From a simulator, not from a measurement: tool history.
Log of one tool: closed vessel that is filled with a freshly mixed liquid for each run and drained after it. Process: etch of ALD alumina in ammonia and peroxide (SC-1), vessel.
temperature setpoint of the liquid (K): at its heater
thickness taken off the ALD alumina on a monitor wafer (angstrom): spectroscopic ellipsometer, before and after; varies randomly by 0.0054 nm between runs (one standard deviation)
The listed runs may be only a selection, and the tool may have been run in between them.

| run | hour | temperature setpoint of the liquid (K) | parts of 29 % ammonia solution to one part of 30 % peroxide (parts by volume) | time in the liquid (s) | thickness taken off the ALD alumina on a monitor wafer (angstrom) |
|---|---|---|---|---|---|
| 1 | 0.0 | 332.15 | 0.85 | 30 | 21.995 |
| 2 | 3.8 | 336.15 | 0.85 | 30 | 26.693 |
| 3 | 7.7 | 336.15 | 1.00 | 30 | 27.403 |
| 4 | 16.2 | 336.15 | 0.85 | 30 | 26.953 |
|  | 19.3 | ammonia flow meter replaced |
| 5 | 19.3 | 333.65 | 0.85 | 30 | 23.524 |
| 6 | 27.6 | 330.15 | 0.85 | 30 | 19.580 |
| 7 | 28.6 | 328.65 | 0.85 | 30 | 18.035 |
| 8 | 33.4 | 327.15 | 0.85 | 30 | 16.713 |
| 9 | 36.2 | 326.15 | 0.85 | 30 | 15.680 |
| 10 | 42.1 | 318.65 | 0.85 | 30 | 10.543 |

Forecast run 11:
| 11 | 44.2 | 319.15 | 0.85 | 30 | ? |

{"run 11": {"thickness taken off the ALD alumina on a monitor wafer (angstrom)": 10.815}}
